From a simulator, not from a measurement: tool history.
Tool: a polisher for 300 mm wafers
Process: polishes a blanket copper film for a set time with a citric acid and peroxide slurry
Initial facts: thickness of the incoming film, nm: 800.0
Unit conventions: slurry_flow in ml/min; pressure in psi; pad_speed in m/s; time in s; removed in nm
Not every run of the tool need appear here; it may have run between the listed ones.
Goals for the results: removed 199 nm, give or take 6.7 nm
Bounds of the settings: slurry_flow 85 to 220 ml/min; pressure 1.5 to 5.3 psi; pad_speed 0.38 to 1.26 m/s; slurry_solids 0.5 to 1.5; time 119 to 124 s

Run 1, day 0: slurry_flow 140 ml/min, pressure 3.4 psi, pad_speed 0.82 m/s, slurry_solids 1, time 119 s. Result: removed 284.25 nm.
Run 2, day 0.346: slurry_flow 135 ml/min, pressure 3.1 psi, pad_speed 0.82 m/s, slurry_solids 1, time 119 s. Result: removed 262.79 nm.
Run 3, day 0.696: slurry_flow 135 ml/min, pressure 3.1 psi, pad_speed 0.94 m/s, slurry_solids 1, time 119 s. Result: removed 301.77 nm.
Run 4, day 0.888: slurry_flow 130 ml/min, pressure 2.7 psi, pad_speed 0.94 m/s, slurry_solids 1, time 119 s. Result: removed 261.65 nm.
Run 5, day 1.062: slurry_flow 130 ml/min, pressure 2.7 psi, pad_speed 0.76 m/s, slurry_solids 1, time 119 s. Result: removed 211.3 nm.
Run 6, day 1.092: slurry_flow 130 ml/min, pressure 2.7 psi, pad_speed 0.76 m/s, slurry_solids 1, time 119 s. Result: removed 212.15 nm.
Run 7, day 1.208: slurry_flow 125 ml/min, pressure 2.7 psi, pad_speed 0.76 m/s, slurry_solids 1, time 119 s. Result: removed 211.52 nm.
Run 8, day 1.288: slurry_flow 120 ml/min, pressure 2.7 psi, pad_speed 0.76 m/s, slurry_solids 1, time 119 s. Result: removed 206.35 nm.

Below are 4 possible settings for the next run. Only one of them brings all results inside the allowed miss of their targets. Which is it?
Run A, day 1.367: slurry_flow 105 ml/min, pressure 2.4 psi, pad_speed 0.76 m/s, slurry_solids 0.95, time 119 s. Result: removed ?.
Run B, day 1.367: slurry_flow 130 ml/min, pressure 2.3 psi, pad_speed 0.82 m/s, slurry_solids 0.8, time 122 s. Result: removed ?.
Run C, day 1.367: slurry_flow 130 ml/min, pressure 2.8 psi, pad_speed 0.74 m/s, slurry_solids 0.95, time 120 s. Result: removed ?.
Run D, day 1.367: slurry_flow 85 ml/min, pressure 2.4 psi, pad_speed 0.94 m/s, slurry_solids 1.05, time 119 s. Result: removed ?.

move  removed
   A   178.66
   B   195.26
   C   211.64
   D   208.56
A: moves the result that the last run missed by most past its target, out the other side
B: each result inside its tolerance
C: lands further from the targets than the last run did
D: lands further from the targets than the last run did
The move that meets every target is B.

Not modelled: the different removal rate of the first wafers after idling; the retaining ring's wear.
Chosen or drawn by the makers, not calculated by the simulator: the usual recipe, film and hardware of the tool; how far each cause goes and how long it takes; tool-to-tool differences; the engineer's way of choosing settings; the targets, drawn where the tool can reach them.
